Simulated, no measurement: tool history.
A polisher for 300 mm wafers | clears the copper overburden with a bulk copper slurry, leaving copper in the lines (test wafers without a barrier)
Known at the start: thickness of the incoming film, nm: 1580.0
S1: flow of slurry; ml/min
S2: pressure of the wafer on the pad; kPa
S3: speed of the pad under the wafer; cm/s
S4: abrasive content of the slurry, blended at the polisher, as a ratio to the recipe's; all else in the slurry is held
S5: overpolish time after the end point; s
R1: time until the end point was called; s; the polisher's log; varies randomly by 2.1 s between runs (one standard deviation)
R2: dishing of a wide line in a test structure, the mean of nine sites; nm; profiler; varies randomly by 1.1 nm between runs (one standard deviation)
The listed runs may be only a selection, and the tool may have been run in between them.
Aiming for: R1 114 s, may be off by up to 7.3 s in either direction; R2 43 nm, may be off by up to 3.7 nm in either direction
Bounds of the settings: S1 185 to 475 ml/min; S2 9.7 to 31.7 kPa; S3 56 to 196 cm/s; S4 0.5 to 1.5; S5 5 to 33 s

| run | day | S1 | S2 | S3 | S4 | S5 | R1 | R2 |
|---|---|---|---|---|---|---|---|---|
| 1 | 0 | 305 | 20.7 | 126 | 1 | 17 | 117.74 | 100.65 |
| 2 | 0.246 | 305 | 20.7 | 110 | 1 | 17 | 131.02 | 89.802 |
| 3 | 0.396 | 305 | 20.7 | 138 | 1 | 17 | 110.69 | 106.99 |
| 4 | 0.454 | 345 | 22.1 | 116 | 1.15 | 14 | 114.57 | 91.71 |
| 5 | 0.796 | 335 | 23.4 | 100 | 1.2 | 12 | 124.52 | 73.082 |
| 6 | 1.133 | 335 | 23.4 | 78 | 1.2 | 12 | 164.56 | 65.576 |
| 7 | 1.362 | 335 | 23.4 | 78 | 1.2 | 12 | 162.4 | 67.192 |
| 8 | 1.679 | 295 | 25.5 | 76 | 1.3 | 10 | 146.03 | 59.835 |
| 9 | 2.033 | 265 | 26.9 | 74 | 1.35 | 9 | 149.33 | 55.578 |
| 10 | 2.104 | 185 | 30.3 | 104 | 1.5 | 5 | 98.957 | 49.287 |
| 11 | 2.329 | 185 | 30.3 | 104 | 1.5 | 5 | 98.158 | 49.283 |
| 12 | 2.388 | 185 | 29 | 104 | 1.5 | 5 | 102.23 | 49.556 |

Below are 5 possible settings for the next run. Only one of them brings all results inside the allowed miss of their targets. Which is it?
| A | 2.446 | 185 | 31 | 112 | 1.5 | 5 | ? | ? |
| B | 2.446 | 185 | 31.7 | 104 | 1.5 | 5 | ? | ? |
| C | 2.446 | 185 | 29 | 94 | 1.5 | 5 | ? | ? |
| D | 2.446 | 185 | 23.4 | 142 | 1.5 | 5 | ? | ? |
| E | 2.446 | 185 | 31 | 102 | 1.5 | 7 | ? | ? |

| move | R1 | R2 |
|---|---|---|
| A | 93.341 | 53.724 |
| B | 98.411 | 51.518 |
| C | 117.11 | 44.467 |
| D | 93.478 | 52.995 |
| E | 102.15 | 65.102 |
A: its largest miss is bigger than the last run's
B: its largest miss is bigger than the last run's
C: all results in spec
D: its largest miss is bigger than the last run's
E: its largest miss is bigger than the last run's
The move that meets every target is C.
